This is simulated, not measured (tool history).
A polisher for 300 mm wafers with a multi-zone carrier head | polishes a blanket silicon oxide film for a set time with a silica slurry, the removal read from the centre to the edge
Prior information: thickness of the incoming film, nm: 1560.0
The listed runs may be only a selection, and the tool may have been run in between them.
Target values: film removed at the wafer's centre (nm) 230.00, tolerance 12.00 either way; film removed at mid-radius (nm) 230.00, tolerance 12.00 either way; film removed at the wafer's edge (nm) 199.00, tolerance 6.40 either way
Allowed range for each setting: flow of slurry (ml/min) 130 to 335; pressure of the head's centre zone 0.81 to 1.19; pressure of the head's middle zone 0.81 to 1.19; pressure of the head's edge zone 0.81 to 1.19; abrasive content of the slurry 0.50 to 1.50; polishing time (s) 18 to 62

run,hour,flow of slurry (ml/min),pressure of the head's centre zone,pressure of the head's middle zone,pressure of the head's edge zone,abrasive content of the slurry,polishing time (s),film removed at the wafer's centre (nm),film removed at mid-radius (nm),film removed at the wafer's edge (nm)
1,0.0,215,1.00,1.00,1.00,1.00,40,171.89,168.88,166.03
2,1.2,215,1.00,1.00,1.00,1.00,46,194.47,193.73,192.17
3,1.7,215,1.00,1.00,1.00,1.00,52,222.21,225.54,217.52
4,2.8,215,1.00,1.00,1.00,1.00,47,202.17,202.96,195.44
5,11.7,225,1.03,1.03,0.99,1.00,47,216.17,206.74,197.37
6,16.7,255,1.03,1.03,0.99,1.00,47,211.97,206.33,200.24
7,19.3,250,1.04,1.07,0.98,1.00,47,215.45,216.08,198.91
8,21.4,250,1.05,1.09,0.97,1.00,47,213.83,217.32,195.41

Next run, 5 choices. One meets every target within its allowed miss, the rest don't. Which?
A,23.5,255,1.00,1.14,1.00,0.85,48,?,?,?
B,23.5,185,0.91,1.12,0.99,0.95,51,?,?,?
C,23.5,270,1.09,0.96,0.96,1.20,46,?,?,?
D,23.5,305,1.02,1.08,1.04,1.00,44,?,?,?
E,23.5,225,1.09,1.13,0.95,0.90,51,?,?,?

move,film removed at the wafer's centre (nm),film removed at mid-radius (nm),film removed at the wafer's edge (nm)
A,198.41,217.23,188.29
B,194.37,228.95,202.27
C,234.01,205.00,201.94
D,200.23,205.30,189.41
E,229.36,230.98,197.58
A: its largest miss is bigger than the last run's
B: its largest miss is bigger than the last run's
C: meets the target for the result that was furthest off, but another lies outside its allowed miss
D: its largest miss is bigger than the last run's
E: meets every target
E is the move that brings every result within its allowed miss.

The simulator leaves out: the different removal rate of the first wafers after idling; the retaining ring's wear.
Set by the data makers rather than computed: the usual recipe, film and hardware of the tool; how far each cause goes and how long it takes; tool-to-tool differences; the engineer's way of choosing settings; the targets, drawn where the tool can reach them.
